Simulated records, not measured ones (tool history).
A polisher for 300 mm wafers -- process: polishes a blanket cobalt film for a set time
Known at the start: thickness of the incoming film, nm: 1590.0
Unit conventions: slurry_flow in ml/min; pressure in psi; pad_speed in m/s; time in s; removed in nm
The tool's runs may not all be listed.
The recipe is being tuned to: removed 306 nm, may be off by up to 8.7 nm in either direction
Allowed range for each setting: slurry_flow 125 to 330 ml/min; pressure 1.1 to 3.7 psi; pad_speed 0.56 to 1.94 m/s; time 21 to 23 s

run,hour,slurry_flow,pressure,pad_speed,time,removed
1,0,210,2.4,1.24,23,201.5
2,3.9,210,2,1.24,23,168.27
3,11.3,215,2.2,1.24,23,183.32
4,12.2,215,2.4,1.24,23,202.29
5,18.7,220,2.6,1.24,23,216.67
6,22.5,220,2.8,1.24,23,233.02
7,31.2,220,2.9,1.24,23,241.82
8,35.6,220,3,1.24,23,250.24
9,41.8,220,3.1,1.24,23,258.08

Which single option among these 4 for the next run brings every result within its allowed miss of target? Just one does.
A,48,255,2.5,1.28,23,?
B,48,245,3.6,1.4,23,?
C,48,245,3.7,1.2,23,?
D,48,240,3.4,1.46,23,?

move,removed
A,219.66
B,337.03
C,303.59
D,329.68
A: moves away from the targets compared with the last run
B: the result that was furthest off in the last run now lies on the other side of its target
C: meets every target
D: the result that was furthest off in the last run now lies on the other side of its target
So the answer is move C, the one that meets all the targets.
